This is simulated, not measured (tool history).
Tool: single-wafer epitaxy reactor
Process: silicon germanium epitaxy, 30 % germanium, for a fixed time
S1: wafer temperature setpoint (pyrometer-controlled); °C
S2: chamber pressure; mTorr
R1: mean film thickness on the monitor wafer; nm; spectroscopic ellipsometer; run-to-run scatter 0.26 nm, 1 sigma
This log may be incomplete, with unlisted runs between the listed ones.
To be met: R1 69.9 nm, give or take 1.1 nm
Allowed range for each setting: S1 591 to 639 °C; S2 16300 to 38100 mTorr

run  hour   S1     S2      R1
  1     0  615  27200  92.105
  2   4.6  615  32000   96.64
  3   9.4  615  27700  92.924
  4    14  612  27600  87.743
  5  14.6  618  27600  98.396
  6    19  614  27500  90.814
  7  23.7  611  27400  85.568
  8    31  609  27400  82.589
  9  34.6  598  27200   65.78
 10  37.5  599  27200  67.417

5 candidate next runs follow, results not yet known. Just one meets every target within its allowed miss. Identify it.
  A  40.4  598  28800   ?
  B  40.4  596  31600   ?
  C  40.4  598  25900   ?
  D  40.4  598  27900   ?
  E  40.4  599  30000   ?

move      R1
   A  67.479
   B  66.603
   C  65.496
   D  66.873
   E  69.645
A: about as far from the targets as the last run
B: moves away from the targets compared with the last run
C: moves away from the targets compared with the last run
D: moves away from the targets compared with the last run
E: all results in spec
So the answer is move E, the one that meets all the targets.
